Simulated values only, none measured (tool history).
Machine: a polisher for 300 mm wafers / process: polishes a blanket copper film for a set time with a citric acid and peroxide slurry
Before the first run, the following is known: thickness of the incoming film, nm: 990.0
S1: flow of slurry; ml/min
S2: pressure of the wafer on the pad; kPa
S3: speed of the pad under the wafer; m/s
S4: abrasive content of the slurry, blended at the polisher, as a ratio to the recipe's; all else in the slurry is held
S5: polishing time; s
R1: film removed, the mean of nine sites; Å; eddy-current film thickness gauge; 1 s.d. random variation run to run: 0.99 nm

run	day	S1	S2	S3	S4	S5	R1
1	0	160	26.2	0.9	1	41	1083.8
2	0.133	160	30.3	0.9	1	41	1216.5
3	0.2	160	28.3	0.9	1	41	1153.6
4	0.429	160	28.3	0.9	1	37	1036.1
5	0.792	160	28.3	0.9	1	41	1152.9
6	0.925	160	26.2	0.9	1	41	1074.3
7	1.158	160	24.8	0.9	1	41	1029

Forecast run 8:
8	1.517	160	23.4	0.9	1	41	?

For run 8 the tool returned R1 996.67 Å.
